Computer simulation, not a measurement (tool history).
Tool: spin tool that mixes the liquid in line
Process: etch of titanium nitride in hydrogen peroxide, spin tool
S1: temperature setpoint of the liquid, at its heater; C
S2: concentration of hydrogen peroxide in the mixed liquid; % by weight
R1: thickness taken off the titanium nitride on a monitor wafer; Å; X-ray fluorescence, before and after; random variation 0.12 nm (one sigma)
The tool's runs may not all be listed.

run 1 hour=0 | S1=52 S2=19 time_under_the_liquid_(s)=290 | R1=129.31
run 2 hour=5.1 | S1=56.5 S2=19 time_under_the_liquid_(s)=290 | R1=176.69
run 3 hour=13.7 | S1=51.5 S2=19 time_under_the_liquid_(s)=290 | R1=124.16
run 4 hour=18 | S1=51.5 S2=19 time_under_the_liquid_(s)=290 | R1=124.73
run 5 hour=19.1 | S1=51.5 S2=19 time_under_the_liquid_(s)=310 | R1=132.49
run 6 hour=22.5 | S1=51.5 S2=15.5 time_under_the_liquid_(s)=310 | R1=127.1
run 7 hour=27.1 | S1=51.5 S2=15.5 time_under_the_liquid_(s)=310 | R1=127.68
run 8 hour=31.5 | S1=52.5 S2=15.5 time_under_the_liquid_(s)=310 | R1=135.39
run 9 hour=33.6 | S1=53 S2=15.5 time_under_the_liquid_(s)=310 | R1=143.45
run 10 hour=39.6 | S1=53.5 S2=15.5 time_under_the_liquid_(s)=310 | R1=146.12

Run 11 comes next. What will it give?
run 11 hour=46.8 | S1=54 S2=15.5 time_under_the_liquid_(s)=310 | R1=?

{"run 11": {"R1": 153.26}}
